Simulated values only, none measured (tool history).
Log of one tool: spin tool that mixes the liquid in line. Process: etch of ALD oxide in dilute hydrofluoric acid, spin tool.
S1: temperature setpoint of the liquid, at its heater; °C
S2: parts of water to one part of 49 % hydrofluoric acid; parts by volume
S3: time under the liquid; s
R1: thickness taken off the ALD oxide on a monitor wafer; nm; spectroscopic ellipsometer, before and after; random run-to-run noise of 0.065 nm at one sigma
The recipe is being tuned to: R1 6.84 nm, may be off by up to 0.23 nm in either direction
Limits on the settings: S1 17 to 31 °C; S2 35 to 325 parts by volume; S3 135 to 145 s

run,hour,S1,S2,S3,R1
1,0,23,180,135,9.2155
2,8.3,22,185,135,8.7948
3,13.8,21,190,135,8.0748
4,21.4,20.5,190,135,8.0341
5,30.3,20,190,135,7.723
6,33.5,20,230,135,6.1545
7,34.5,20.5,230,135,6.3146
8,35.9,21,230,135,6.4885
9,40.2,21.5,230,135,6.5035

Exercise: of the 4 proposed moves below, exactly one satisfies all targets within the stated allowed misses. Which move is it?
A,44.5,23.5,235,135,?
B,44.5,20.5,230,135,?
C,44.5,21.5,235,135,?
D,44.5,23.5,275,145,?

move,R1
A,6.8886
B,6.3295
C,6.4001
D,6.0737
A: hits every target within its allowed miss
B: lands further from the targets than the last run did
C: lands further from the targets than the last run did
D: lands further from the targets than the last run did
A meets every target.

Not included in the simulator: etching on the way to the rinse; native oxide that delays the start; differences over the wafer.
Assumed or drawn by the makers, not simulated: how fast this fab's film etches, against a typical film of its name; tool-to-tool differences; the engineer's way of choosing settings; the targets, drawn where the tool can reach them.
